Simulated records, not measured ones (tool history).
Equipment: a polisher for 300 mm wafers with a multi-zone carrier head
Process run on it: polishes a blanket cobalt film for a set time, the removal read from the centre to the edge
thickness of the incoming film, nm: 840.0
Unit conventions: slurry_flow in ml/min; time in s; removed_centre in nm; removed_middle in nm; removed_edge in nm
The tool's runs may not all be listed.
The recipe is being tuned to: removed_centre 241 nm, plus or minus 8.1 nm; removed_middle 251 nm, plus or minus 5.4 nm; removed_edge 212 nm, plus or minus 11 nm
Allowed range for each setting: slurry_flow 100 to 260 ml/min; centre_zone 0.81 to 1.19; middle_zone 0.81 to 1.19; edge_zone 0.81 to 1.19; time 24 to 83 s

{"run": 1, "hour": 0.0, "slurry_flow": 165, "centre_zone": 1, "middle_zone": 1, "edge_zone": 1, "time": 53, "removed_centre": 185.14, "removed_middle": 185.58, "removed_edge": 188.14}
{"run": 2, "hour": 2.4, "slurry_flow": 165, "centre_zone": 1, "middle_zone": 1, "edge_zone": 1, "time": 46, "removed_centre": 161.69, "removed_middle": 160.56, "removed_edge": 164.95}
{"run": 3, "hour": 10.5, "slurry_flow": 175, "centre_zone": 1.02, "middle_zone": 1.03, "edge_zone": 1, "time": 48, "removed_centre": 173.48, "removed_middle": 173, "removed_edge": 169.37}
{"run": 4, "hour": 11.0, "slurry_flow": 175, "centre_zone": 0.97, "middle_zone": 1.03, "edge_zone": 1, "time": 48, "removed_centre": 166.57, "removed_middle": 173.56, "removed_edge": 174.37}
{"run": 5, "hour": 14.9, "slurry_flow": 185, "centre_zone": 0.99, "middle_zone": 1.05, "edge_zone": 1.01, "time": 50, "removed_centre": 177.18, "removed_middle": 185.8, "removed_edge": 181.35}
{"run": 6, "hour": 23.2, "slurry_flow": 195, "centre_zone": 1.01, "middle_zone": 1.07, "edge_zone": 1.02, "time": 51, "removed_centre": 184.99, "removed_middle": 194.65, "removed_edge": 187.2}
{"run": 7, "hour": 24.2, "slurry_flow": 245, "centre_zone": 1.11, "middle_zone": 1.17, "edge_zone": 0.99, "time": 57, "removed_centre": 232.22, "removed_middle": 241.09, "removed_edge": 211.76}
{"run": 8, "hour": 31.4, "slurry_flow": 245, "centre_zone": 1.11, "middle_zone": 1.17, "edge_zone": 0.98, "time": 57, "removed_centre": 231.39, "removed_middle": 244.78, "removed_edge": 207.58}
{"run": 9, "hour": 36.0, "slurry_flow": 250, "centre_zone": 1.13, "middle_zone": 1.18, "edge_zone": 0.99, "time": 57, "removed_centre": 234.43, "removed_middle": 242.3, "removed_edge": 209.03}

Which single option among these 5 for the next run brings every result within its allowed miss of target? Just one does.
{"run": "A", "hour": 40.6, "slurry_flow": 235, "centre_zone": 1.13, "middle_zone": 1.09, "edge_zone": 1.12, "time": 58, "removed_centre": "?", "removed_middle": "?", "removed_edge": "?"}
{"run": "B", "hour": 40.6, "slurry_flow": 255, "centre_zone": 1.13, "middle_zone": 1.17, "edge_zone": 0.96, "time": 55, "removed_centre": "?", "removed_middle": "?", "removed_edge": "?"}
{"run": "C", "hour": 40.6, "slurry_flow": 255, "centre_zone": 1.17, "middle_zone": 1.19, "edge_zone": 0.98, "time": 58, "removed_centre": "?", "removed_middle": "?", "removed_edge": "?"}
{"run": "D", "hour": 40.6, "slurry_flow": 260, "centre_zone": 1.11, "middle_zone": 1.19, "edge_zone": 0.88, "time": 55, "removed_centre": "?", "removed_middle": "?", "removed_edge": "?"}
{"run": "E", "hour": 40.6, "slurry_flow": 260, "centre_zone": 1.19, "middle_zone": 1.17, "edge_zone": 1.03, "time": 54, "removed_centre": "?", "removed_middle": "?", "removed_edge": "?"}

move=A removed_centre=236.2 removed_middle=232.81 removed_edge=226.46
move=B removed_centre=226.59 removed_middle=237.02 removed_edge=200.35
move=C removed_centre=245.26 removed_middle=253.59 removed_edge=213.3
move=D removed_centre=224.2 removed_middle=241.1 removed_edge=192.7
move=E removed_centre=231.81 removed_middle=233.15 removed_edge=203.83
A: its largest miss is bigger than the last run's
B: its largest miss is bigger than the last run's
C: every result within its allowed miss
D: its largest miss is bigger than the last run's
E: its largest miss is bigger than the last run's
Correct choice: C, which meets every target
